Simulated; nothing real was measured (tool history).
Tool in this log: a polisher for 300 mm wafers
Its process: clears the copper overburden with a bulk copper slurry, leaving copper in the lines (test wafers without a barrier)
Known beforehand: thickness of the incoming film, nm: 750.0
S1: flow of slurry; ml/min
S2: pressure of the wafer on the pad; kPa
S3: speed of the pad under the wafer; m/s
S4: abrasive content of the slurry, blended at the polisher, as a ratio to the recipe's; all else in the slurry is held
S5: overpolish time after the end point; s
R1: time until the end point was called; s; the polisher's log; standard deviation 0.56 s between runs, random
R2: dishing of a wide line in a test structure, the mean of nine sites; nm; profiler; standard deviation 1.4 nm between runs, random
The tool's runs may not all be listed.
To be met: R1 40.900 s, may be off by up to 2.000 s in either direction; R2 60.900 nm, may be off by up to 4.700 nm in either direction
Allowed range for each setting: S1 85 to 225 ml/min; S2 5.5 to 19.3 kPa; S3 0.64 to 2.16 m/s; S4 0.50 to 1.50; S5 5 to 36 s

run 1 hour=0.0 | S1=145 S2=12.4 S3=1.40 S4=1.00 S5=18 | R1=73.756 R2=66.764
run 2 hour=2.9 | S1=145 S2=13.1 S3=1.48 S4=1.00 S5=16 | R1=68.071 R2=66.285
run 3 hour=7.3 | S1=145 S2=13.1 S3=1.32 S4=1.00 S5=16 | R1=75.749 R2=62.702
run 4 hour=9.9 | S1=145 S2=13.1 S3=1.58 S4=1.00 S5=16 | R1=62.860 R2=67.833
run 5 hour=11.2 | S1=170 S2=13.1 S3=1.58 S4=1.00 S5=16 | R1=61.771 R2=69.499
run 6 hour=12.7 | S1=145 S2=13.1 S3=1.58 S4=1.00 S5=16 | R1=64.655 R2=69.599
run 7 hour=14.8 | S1=160 S2=13.8 S3=1.58 S4=1.05 S5=14 | R1=58.427 R2=68.060
run 8 hour=16.9 | S1=200 S2=16.5 S3=1.68 S4=1.20 S5=5 | R1=42.980 R2=48.823
run 9 hour=19.0 | S1=200 S2=16.5 S3=1.68 S4=1.20 S5=5 | R1=43.714 R2=49.486
run 10 hour=20.6 | S1=200 S2=17.9 S3=1.66 S4=1.20 S5=14 | R1=40.130 R2=79.070
run 11 hour=25.0 | S1=200 S2=17.9 S3=1.66 S4=1.20 S5=13 | R1=40.448 R2=78.892
run 12 hour=28.2 | S1=200 S2=17.9 S3=1.66 S4=1.20 S5=12 | R1=39.941 R2=79.793
run 13 hour=30.5 | S1=200 S2=17.9 S3=1.68 S4=1.20 S5=11 | R1=39.850 R2=77.030
run 14 hour=34.9 | S1=205 S2=17.2 S3=1.70 S4=1.25 S5=10 | R1=40.663 R2=71.484
run 15 hour=38.3 | S1=205 S2=17.2 S3=1.70 S4=1.20 S5=9 | R1=41.125 R2=69.030
run 16 hour=43.1 | S1=195 S2=17.2 S3=1.70 S4=1.25 S5=9 | R1=40.387 R2=66.149

Exercise: of the 4 proposed moves below, exactly one satisfies all targets within the stated allowed misses. Which move is it?
run A hour=47.9 | S1=190 S2=17.9 S3=1.74 S4=1.20 S5=10 | R1=? R2=?
run B hour=47.9 | S1=190 S2=17.9 S3=1.66 S4=1.25 S5=11 | R1=? R2=?
run C hour=47.9 | S1=175 S2=17.2 S3=1.76 S4=1.25 S5=10 | R1=? R2=?
run D hour=47.9 | S1=190 S2=15.9 S3=1.92 S4=1.20 S5=7 | R1=? R2=?

move=A R1=38.133 R2=72.637
move=B R1=39.659 R2=74.140
move=C R1=39.420 R2=71.241
move=D R1=39.048 R2=60.128
A: moves away from the targets compared with the last run
B: moves away from the targets compared with the last run
C: moves away from the targets compared with the last run
D: meets every target
So the answer is move D, the one that meets all the targets.
